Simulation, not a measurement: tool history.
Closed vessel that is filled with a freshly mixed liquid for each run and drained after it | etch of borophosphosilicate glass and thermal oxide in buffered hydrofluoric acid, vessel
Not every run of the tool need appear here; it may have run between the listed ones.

| run | hour | temperature setpoint of the liquid (K) | parts of 40 % ammonium fluoride to one part of 49 % hydrofluoric acid (parts by volume) | time in the liquid (s) | thickness taken off the borophosphosilicate glass on a monitor wafer (nm) | thickness taken off the thermal oxide on a monitor wafer (nm) |
|---|---|---|---|---|---|---|
| 1 | 0 | 294.15 | 11 | 60 | 112.58 | 52.619 |
| 2 | 6.4 | 296.65 | 10.5 | 60 | 134.73 | 63.222 |
| 3 | 13.1 | 294.65 | 10.5 | 60 | 120.78 | 56.717 |
| 4 | 19.2 | 294.65 | 8.5 | 60 | 145.2 | 67.838 |
| 5 | 20.9 | 296.65 | 8.5 | 60 | 161.44 | 75.204 |
| 6 | 29.8 | 298.15 | 8.5 | 60 | 175.96 | 81.301 |
| 7 | 30.7 | 299.15 | 8.5 | 60 | 184.08 | 86.518 |
| 8 | 39.5 | 299.65 | 8.5 | 60 | 188.36 | 88.872 |
| 9 | 46.7 | 300.15 | 8.5 | 60 | 197.49 | 90.969 |

What will run 10 give?
| 10 | 51.7 | 300.65 | 8.5 | 60 | ? | ? |

{"run 10": {"thickness taken off the borophosphosilicate glass on a monitor wafer (nm)": 198.28, "thickness taken off the thermal oxide on a monitor wafer (nm)": 93.891}}
